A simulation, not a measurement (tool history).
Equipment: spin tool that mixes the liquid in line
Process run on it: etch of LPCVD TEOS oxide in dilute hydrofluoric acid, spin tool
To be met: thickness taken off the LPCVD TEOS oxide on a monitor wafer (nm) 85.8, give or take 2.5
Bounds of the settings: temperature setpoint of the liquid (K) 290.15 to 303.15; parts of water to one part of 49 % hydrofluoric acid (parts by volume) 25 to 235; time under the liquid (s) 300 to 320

run    day  temperature setpoint of the liquid (K)  parts of water to one part of 49 % hydrofluoric acid (parts by volume)  time under the liquid (s)  thickness taken off the LPCVD TEOS oxide on a monitor wafer (nm)
  1      0                                  295.15                                                                     130                        300                                                            44.268
  2  0.208                                  297.15                                                                     120                        300                                                            52.575
  3  0.496                                  295.15                                                                     120                        300                                                            48.722
  4  0.583                                  297.15                                                                     110                        300                                                            58.829
  5    0.7                                  298.65                                                                     105                        300                                                            65.474
  6  0.858                                  296.15                                                                     105                        300                                                            59.302
  7  1.088                                  298.15                                                                     100                        300                                                            67.758
  8  1.162                                  299.65                                                                     100                        300                                                            71.407
  9  1.358                                  303.15                                                                      90                        300                                                            92.069
 10  1.554                                  302.65                                                                      90                        300                                                            91.469
 11  1.596                                  302.15                                                                      90                        300                                                            90.226

4 candidate next runs follow, results not yet known. Just one meets every target within its allowed miss. Identify it.
  A  1.638                                  298.15                                                                      90                        320                                                                 ?
  B  1.638                                  296.65                                                                      80                        315                                                                 ?
  C  1.638                                  301.65                                                                      90                        315                                                                 ?
  D  1.638                                  303.15                                                                      95                        320                                                                 ?

move  thickness taken off the LPCVD TEOS oxide on a monitor wafer (nm)
   A                                                            81.545
   B                                                            86.132
   C                                                            91.993
   D                                                            93.071
A: pushes the last run's worst result past its target
B: meets every target
C: misses by more than the last run did
D: misses by more than the last run did
Answer: B
